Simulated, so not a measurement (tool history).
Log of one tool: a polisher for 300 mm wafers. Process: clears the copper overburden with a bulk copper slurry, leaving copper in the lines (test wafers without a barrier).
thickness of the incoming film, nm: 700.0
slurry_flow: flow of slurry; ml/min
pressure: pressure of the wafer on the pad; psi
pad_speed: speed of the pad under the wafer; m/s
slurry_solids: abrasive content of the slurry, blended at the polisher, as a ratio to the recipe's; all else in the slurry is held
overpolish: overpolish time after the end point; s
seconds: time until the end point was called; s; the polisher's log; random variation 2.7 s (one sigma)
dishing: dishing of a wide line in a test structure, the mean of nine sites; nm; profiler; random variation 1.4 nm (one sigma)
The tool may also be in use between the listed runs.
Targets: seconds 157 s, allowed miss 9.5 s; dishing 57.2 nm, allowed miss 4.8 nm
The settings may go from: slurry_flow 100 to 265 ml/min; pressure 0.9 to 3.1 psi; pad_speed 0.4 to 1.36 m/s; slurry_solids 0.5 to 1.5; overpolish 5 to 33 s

run,day,slurry_flow,pressure,pad_speed,slurry_solids,overpolish,seconds,dishing
1,0,170,2,0.88,1,17,112.89,52.353
2,0.062,170,2.5,0.88,1,17,92.627,63.499
3,0.267,170,2.2,0.84,1,20,110.67,62.244
4,0.558,170,2.2,0.84,1,26,114.08,72.035
5,0.75,170,2.2,0.84,1,31,111.26,75.929
6,1.088,170,2,0.82,1,31,122.91,68.174
7,1.25,170,1.9,0.78,1,32,138.88,69.624
8,1.371,170,1.8,0.78,1,31,145.11,67.798

Which of these 5 next moves meets every target?
A,1.492,260,1.6,0.6,1.5,30,?,?
B,1.492,180,1.8,0.82,1.05,28,?,?
C,1.492,185,1.6,0.86,1.5,24,?,?
D,1.492,165,2,0.76,0.9,19,?,?
E,1.492,195,1.6,0.78,1.1,27,?,?

move,seconds,dishing
A,180.72,56.191
B,136.99,63.829
C,136.43,57.929
D,138.38,52.095
E,157.3,57.194
A: brings the result that was furthest off to its target, and leaves another outside
B: as far off as the last run
C: brings the result that was furthest off to its target, and leaves another outside
D: takes the result that was furthest off past its target
E: meets every target
Answer: E

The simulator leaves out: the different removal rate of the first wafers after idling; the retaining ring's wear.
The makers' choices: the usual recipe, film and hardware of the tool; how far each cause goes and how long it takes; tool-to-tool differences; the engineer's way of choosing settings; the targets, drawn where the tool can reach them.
